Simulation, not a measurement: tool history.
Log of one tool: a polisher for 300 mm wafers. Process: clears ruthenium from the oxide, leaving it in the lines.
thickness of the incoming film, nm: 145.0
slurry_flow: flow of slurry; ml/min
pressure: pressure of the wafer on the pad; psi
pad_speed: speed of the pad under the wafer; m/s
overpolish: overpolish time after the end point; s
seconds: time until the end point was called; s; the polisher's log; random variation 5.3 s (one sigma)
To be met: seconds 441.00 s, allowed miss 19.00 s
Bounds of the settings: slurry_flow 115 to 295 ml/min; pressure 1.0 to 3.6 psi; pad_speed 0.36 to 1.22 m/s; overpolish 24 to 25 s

{"run": 1, "hour": 0.0, "slurry_flow": 190, "pressure": 2.3, "pad_speed": 0.78, "overpolish": 24, "seconds": 179.94}
{"run": 2, "hour": 3.6, "slurry_flow": 190, "pressure": 2.8, "pad_speed": 0.78, "overpolish": 24, "seconds": 150.36}
{"run": 3, "hour": 6.8, "slurry_flow": 190, "pressure": 2.8, "pad_speed": 0.78, "overpolish": 24, "seconds": 149.82}
{"run": 4, "hour": 13.8, "slurry_flow": 215, "pressure": 2.8, "pad_speed": 0.78, "overpolish": 24, "seconds": 147.39}
{"run": 5, "hour": 17.3, "slurry_flow": 210, "pressure": 2.3, "pad_speed": 0.7, "overpolish": 24, "seconds": 199.5}
{"hour": 26.0, "done": "worn pad replaced by a new one"}
{"run": 6, "hour": 26.0, "slurry_flow": 210, "pressure": 2.0, "pad_speed": 0.64, "overpolish": 24, "seconds": 234.04}
{"run": 7, "hour": 30.9, "slurry_flow": 210, "pressure": 1.7, "pad_speed": 0.58, "overpolish": 24, "seconds": 297.73}
{"run": 8, "hour": 31.6, "slurry_flow": 205, "pressure": 1.5, "pad_speed": 0.56, "overpolish": 24, "seconds": 347.62}
{"run": 9, "hour": 36.9, "slurry_flow": 190, "pressure": 1.4, "pad_speed": 0.56, "overpolish": 24, "seconds": 375.77}
{"run": 10, "hour": 38.0, "slurry_flow": 175, "pressure": 1.4, "pad_speed": 0.56, "overpolish": 24, "seconds": 394.41}

Which of these 5 next moves meets every target?
{"run": "A", "hour": 39.1, "slurry_flow": 165, "pressure": 1.2, "pad_speed": 0.56, "overpolish": 24, "seconds": "?"}
{"run": "B", "hour": 39.1, "slurry_flow": 265, "pressure": 1.6, "pad_speed": 0.52, "overpolish": 25, "seconds": "?"}
{"run": "C", "hour": 39.1, "slurry_flow": 210, "pressure": 1.2, "pad_speed": 0.64, "overpolish": 24, "seconds": "?"}
{"run": "D", "hour": 39.1, "slurry_flow": 145, "pressure": 1.3, "pad_speed": 0.48, "overpolish": 25, "seconds": "?"}
{"run": "E", "hour": 39.1, "slurry_flow": 145, "pressure": 1.5, "pad_speed": 0.6, "overpolish": 25, "seconds": "?"}

move=A seconds=440.44
move=B seconds=336.54
move=C seconds=372.88
move=D seconds=485.20
move=E seconds=342.02
A: meets every target
B: further off than the last run
C: further off than the last run
D: takes the result that was furthest off past its target
E: further off than the last run
The right move is A.

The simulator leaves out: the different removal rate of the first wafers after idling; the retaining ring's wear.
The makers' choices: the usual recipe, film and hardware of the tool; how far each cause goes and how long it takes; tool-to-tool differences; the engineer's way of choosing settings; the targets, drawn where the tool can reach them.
